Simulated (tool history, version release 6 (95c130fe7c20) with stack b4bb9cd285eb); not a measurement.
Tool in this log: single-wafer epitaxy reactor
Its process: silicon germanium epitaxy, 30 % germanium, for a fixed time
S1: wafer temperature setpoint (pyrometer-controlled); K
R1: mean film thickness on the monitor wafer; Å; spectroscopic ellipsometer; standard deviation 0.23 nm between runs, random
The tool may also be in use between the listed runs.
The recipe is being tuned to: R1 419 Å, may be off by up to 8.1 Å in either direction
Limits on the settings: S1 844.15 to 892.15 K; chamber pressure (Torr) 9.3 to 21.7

Run 1, day 0: S1 868.15 K, chamber pressure (Torr) 15.5. Result: R1 507.48 Å.
Run 2, day 0.354: S1 864.15 K, chamber pressure (Torr) 15.5. Result: R1 467.66 Å.
Run 3, day 0.579: S1 862.15 K, chamber pressure (Torr) 15.5. Result: R1 448.76 Å.
Run 4, day 0.812: S1 868.15 K, chamber pressure (Torr) 15.5. Result: R1 506.47 Å.
Run 5, day 1.092: S1 865.15 K, chamber pressure (Torr) 15.5. Result: R1 475.55 Å.
Run 6, day 1.267: S1 875.15 K, chamber pressure (Torr) 15.5. Result: R1 586.47 Å.
Run 7, day 1.479: S1 871.15 K, chamber pressure (Torr) 15.4. Result: R1 539.65 Å.
Run 8, day 1.554: S1 868.15 K, chamber pressure (Torr) 15.4. Result: R1 501.98 Å.
Run 9, day 1.908: S1 866.15 K, chamber pressure (Torr) 15.4. Result: R1 489.47 Å.
Run 10, day 2.025: S1 864.15 K, chamber pressure (Torr) 15.4. Result: R1 463.99 Å.
Run 11, day 2.346: S1 863.15 K, chamber pressure (Torr) 15.4. Result: R1 458 Å.
Run 12, day 2.492: S1 862.15 K, chamber pressure (Torr) 15.4. Result: R1 444.87 Å.

Below are 5 possible settings for the next run. Only one of them brings all results inside the allowed miss of their targets. Which is it?
Run A, day 2.638: S1 857.15 K, chamber pressure (Torr) 15.1. Result: R1 ?.
Run B, day 2.638: S1 860.15 K, chamber pressure (Torr) 12. Result: R1 ?.
Run C, day 2.638: S1 856.15 K, chamber pressure (Torr) 17. Result: R1 ?.
Run D, day 2.638: S1 861.15 K, chamber pressure (Torr) 12.9. Result: R1 ?.
Run E, day 2.638: S1 857.15 K, chamber pressure (Torr) 16. Result: R1 ?.

move      R1
   A  401.52
   B  405.74
   C  404.82
   D  421.32
   E  407.32
A: moves the result that the last run missed by most past its target, out the other side
B: moves the result that the last run missed by most past its target, out the other side
C: moves the result that the last run missed by most past its target, out the other side
D: all results in spec
E: moves the result that the last run missed by most past its target, out the other side
D meets every target.
